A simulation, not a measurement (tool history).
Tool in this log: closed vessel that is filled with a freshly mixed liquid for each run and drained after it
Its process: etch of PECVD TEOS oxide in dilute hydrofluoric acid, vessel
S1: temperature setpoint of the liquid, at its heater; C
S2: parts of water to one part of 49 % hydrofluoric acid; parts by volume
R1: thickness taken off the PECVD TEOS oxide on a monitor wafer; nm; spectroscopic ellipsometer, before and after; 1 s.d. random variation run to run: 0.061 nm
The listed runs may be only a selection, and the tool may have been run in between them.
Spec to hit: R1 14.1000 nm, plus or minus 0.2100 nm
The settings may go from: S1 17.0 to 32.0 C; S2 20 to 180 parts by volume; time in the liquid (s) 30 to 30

Run 1, hour 0.0: S1 24.0 C, S2 100 parts by volume, time in the liquid (s) 30. Result: R1 7.3553 nm.
Run 2, hour 8.5: S1 24.0 C, S2 100 parts by volume, time in the liquid (s) 30. Result: R1 7.3607 nm.
Run 3, hour 16.6: S1 26.5 C, S2 100 parts by volume, time in the liquid (s) 30. Result: R1 8.0905 nm.
Run 4, hour 22.7: S1 27.5 C, S2 95 parts by volume, time in the liquid (s) 30. Result: R1 8.9230 nm.
Run 5, hour 23.7: S1 25.5 C, S2 95 parts by volume, time in the liquid (s) 30. Result: R1 8.2690 nm.
Run 6, hour 26.8: S1 26.5 C, S2 90 parts by volume, time in the liquid (s) 30. Result: R1 9.1260 nm.
Run 7, hour 31.5: S1 27.5 C, S2 85 parts by volume, time in the liquid (s) 30. Result: R1 10.0780 nm.
Run 8, hour 33.0: S1 27.5 C, S2 85 parts by volume, time in the liquid (s) 30. Result: R1 10.1200 nm.
Run 9, hour 39.8: S1 28.5 C, S2 80 parts by volume, time in the liquid (s) 30. Result: R1 11.2620 nm.
Run 10, hour 47.8: S1 29.0 C, S2 80 parts by volume, time in the liquid (s) 30. Result: R1 11.3670 nm.
Run 11, hour 52.4: S1 29.0 C, S2 80 parts by volume, time in the liquid (s) 30. Result: R1 11.5150 nm.
Run 12, hour 59.4: S1 29.5 C, S2 80 parts by volume, time in the liquid (s) 30. Result: R1 11.6790 nm.
Run 13, hour 68.4: S1 30.0 C, S2 80 parts by volume, time in the liquid (s) 30. Result: R1 11.9250 nm.
Run 14, hour 74.5: S1 30.5 C, S2 80 parts by volume, time in the liquid (s) 30. Result: R1 12.1520 nm.
Run 15, hour 77.9: S1 31.0 C, S2 80 parts by volume, time in the liquid (s) 30. Result: R1 12.4070 nm.
Run 16, hour 86.6: S1 31.5 C, S2 75 parts by volume, time in the liquid (s) 30. Result: R1 13.5660 nm.
Run 17, hour 91.9: S1 32.0 C, S2 75 parts by volume, time in the liquid (s) 30. Result: R1 13.8170 nm.
Run 18, hour 92.9: S1 32.0 C, S2 75 parts by volume, time in the liquid (s) 30. Result: R1 13.6920 nm.
Run 19, hour 97.8: S1 32.0 C, S2 70 parts by volume, time in the liquid (s) 30. Result: R1 14.9250 nm.
Run 20, hour 102.7: S1 31.5 C, S2 70 parts by volume, time in the liquid (s) 30. Result: R1 14.7870 nm.
Run 21, hour 104.1: S1 31.0 C, S2 70 parts by volume, time in the liquid (s) 30. Result: R1 14.3230 nm.

Which of these 4 next moves meets every target?
Run A, hour 105.5: S1 31.5 C, S2 70 parts by volume, time in the liquid (s) 30. Result: R1 ?.
Run B, hour 105.5: S1 29.5 C, S2 65 parts by volume, time in the liquid (s) 30. Result: R1 ?.
Run C, hour 105.5: S1 30.5 C, S2 70 parts by volume, time in the liquid (s) 30. Result: R1 ?.
Run D, hour 105.5: S1 31.5 C, S2 75 parts by volume, time in the liquid (s) 30. Result: R1 ?.

move       R1
   A  14.6440
   B  14.7150
   C  14.0960
   D  13.5640
A: moves away from the targets compared with the last run
B: moves away from the targets compared with the last run
C: all results in spec
D: moves the result that the last run missed by most past its target, out the other side
C meets every target.
